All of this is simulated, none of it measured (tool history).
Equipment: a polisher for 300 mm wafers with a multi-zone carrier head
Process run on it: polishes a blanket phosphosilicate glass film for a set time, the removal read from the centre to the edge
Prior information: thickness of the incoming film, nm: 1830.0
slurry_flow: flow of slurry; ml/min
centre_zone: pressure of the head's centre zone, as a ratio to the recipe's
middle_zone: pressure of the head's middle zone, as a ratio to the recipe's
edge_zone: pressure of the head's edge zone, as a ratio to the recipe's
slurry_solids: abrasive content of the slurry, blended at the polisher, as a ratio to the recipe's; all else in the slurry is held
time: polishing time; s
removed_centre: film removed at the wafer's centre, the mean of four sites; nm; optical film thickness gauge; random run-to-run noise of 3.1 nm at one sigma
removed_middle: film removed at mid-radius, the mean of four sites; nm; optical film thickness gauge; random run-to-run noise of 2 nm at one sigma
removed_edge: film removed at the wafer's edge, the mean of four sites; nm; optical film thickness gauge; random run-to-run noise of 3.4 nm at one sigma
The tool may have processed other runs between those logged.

run,hour,slurry_flow,centre_zone,middle_zone,edge_zone,slurry_solids,time,removed_centre,removed_middle,removed_edge
1,0,125,1,1,1,1,52,253.96,267.92,276.26
2,2.3,125,1,1,1,0.85,52,233.19,250.28,247.98
3,7.1,125,1.06,1,1,0.85,52,240.87,250.51,253.21
4,15.5,125,1.06,1,1,0.95,52,259.08,260.49,272.68
5,20.5,125,1.06,1,1,1.1,52,276.67,285.14,294.76
6,21.2,125,1.08,0.98,0.97,1.05,52,281.44,273.49,269.51

Expected results for the next run?
7,24.1,90,1.13,0.88,0.95,1,52,?,?,?

{"run 7": {"removed_centre": 253.42, "removed_middle": 221.2, "removed_edge": 249.6}}
